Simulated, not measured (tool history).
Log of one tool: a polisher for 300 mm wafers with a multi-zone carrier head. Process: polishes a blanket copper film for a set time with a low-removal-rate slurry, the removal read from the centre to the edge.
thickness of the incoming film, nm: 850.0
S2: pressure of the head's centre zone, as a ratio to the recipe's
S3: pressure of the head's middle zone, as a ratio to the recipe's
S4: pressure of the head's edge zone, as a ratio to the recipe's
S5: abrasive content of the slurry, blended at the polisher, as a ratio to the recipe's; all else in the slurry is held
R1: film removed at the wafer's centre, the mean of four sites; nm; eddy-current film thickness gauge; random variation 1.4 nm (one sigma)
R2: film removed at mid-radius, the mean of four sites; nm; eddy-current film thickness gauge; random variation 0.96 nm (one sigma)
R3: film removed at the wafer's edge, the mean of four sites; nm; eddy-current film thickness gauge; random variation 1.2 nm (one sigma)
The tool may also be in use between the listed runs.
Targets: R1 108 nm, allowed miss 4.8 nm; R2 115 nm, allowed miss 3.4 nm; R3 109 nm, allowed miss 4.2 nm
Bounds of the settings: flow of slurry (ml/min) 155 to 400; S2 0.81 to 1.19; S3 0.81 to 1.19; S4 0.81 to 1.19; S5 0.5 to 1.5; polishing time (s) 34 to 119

run 1 hour=0 | flow_of_slurry_(ml/min)=255 S2=1 S3=1 S4=1 S5=1 polishing_time_(s)=76 | R1=138.78 R2=139.8 R3=142.53
run 2 hour=4 | flow_of_slurry_(ml/min)=255 S2=0.99 S3=1 S4=0.96 S5=0.85 polishing_time_(s)=74 | R1=125.22 R2=130.56 R3=130.23
run 3 hour=7.2 | flow_of_slurry_(ml/min)=255 S2=0.99 S3=1 S4=0.96 S5=0.75 polishing_time_(s)=74 | R1=125.12 R2=127.03 R3=124.67
run 4 hour=11.2 | flow_of_slurry_(ml/min)=255 S2=1.02 S3=1 S4=0.96 S5=0.75 polishing_time_(s)=74 | R1=126.81 R2=126.11 R3=124.13
run 5 hour=17.6 | flow_of_slurry_(ml/min)=315 S2=1.02 S3=1 S4=0.96 S5=0.75 polishing_time_(s)=74 | R1=127.51 R2=127.86 R3=128.29
run 6 hour=26.3 | flow_of_slurry_(ml/min)=315 S2=1.02 S3=1 S4=0.96 S5=0.85 polishing_time_(s)=74 | R1=133.2 R2=130.03 R3=127.45
run 7 hour=27.8 | flow_of_slurry_(ml/min)=315 S2=1 S3=0.99 S4=0.93 S5=0.75 polishing_time_(s)=73 | R1=124.35 R2=123.74 R3=123.34
run 8 hour=32 | flow_of_slurry_(ml/min)=315 S2=0.99 S3=1 S4=0.91 S5=0.7 polishing_time_(s)=73 | R1=120.78 R2=124.43 R3=119.76
run 9 hour=36.5 | flow_of_slurry_(ml/min)=315 S2=0.98 S3=0.99 S4=0.89 S5=0.65 polishing_time_(s)=73 | R1=117.7 R2=119.36 R3=117.07
run 10 hour=40 | flow_of_slurry_(ml/min)=315 S2=0.97 S3=0.99 S4=0.87 S5=0.6 polishing_time_(s)=73 | R1=114.52 R2=120.07 R3=113.39
run 11 hour=41.3 | flow_of_slurry_(ml/min)=315 S2=0.96 S3=0.98 S4=0.86 S5=0.6 polishing_time_(s)=73 | R1=118.12 R2=118.52 R3=111.14

4 next moves are on the table. One of them brings every result within its allowed miss. Which?
run A hour=42.6 | flow_of_slurry_(ml/min)=325 S2=0.88 S3=1.1 S4=0.89 S5=0.65 polishing_time_(s)=68 | R1=? R2=? R3=?
run B hour=42.6 | flow_of_slurry_(ml/min)=290 S2=1.04 S3=0.95 S4=0.81 S5=0.5 polishing_time_(s)=76 | R1=? R2=? R3=?
run C hour=42.6 | flow_of_slurry_(ml/min)=340 S2=0.95 S3=1 S4=0.84 S5=0.7 polishing_time_(s)=71 | R1=? R2=? R3=?
run D hour=42.6 | flow_of_slurry_(ml/min)=305 S2=0.93 S3=0.97 S4=0.82 S5=0.55 polishing_time_(s)=73 | R1=? R2=? R3=?

move=A R1=98.527 R2=124.48 R3=109.88
move=B R1=122.07 R2=115.25 R3=110.96
move=C R1=113.21 R2=122.11 R3=113.98
move=D R1=107.32 R2=115.41 R3=109.59
A: takes the result that was furthest off past its target
B: further off than the last run
C: as far off as the last run
D: meets every target
Move D is the one to make.

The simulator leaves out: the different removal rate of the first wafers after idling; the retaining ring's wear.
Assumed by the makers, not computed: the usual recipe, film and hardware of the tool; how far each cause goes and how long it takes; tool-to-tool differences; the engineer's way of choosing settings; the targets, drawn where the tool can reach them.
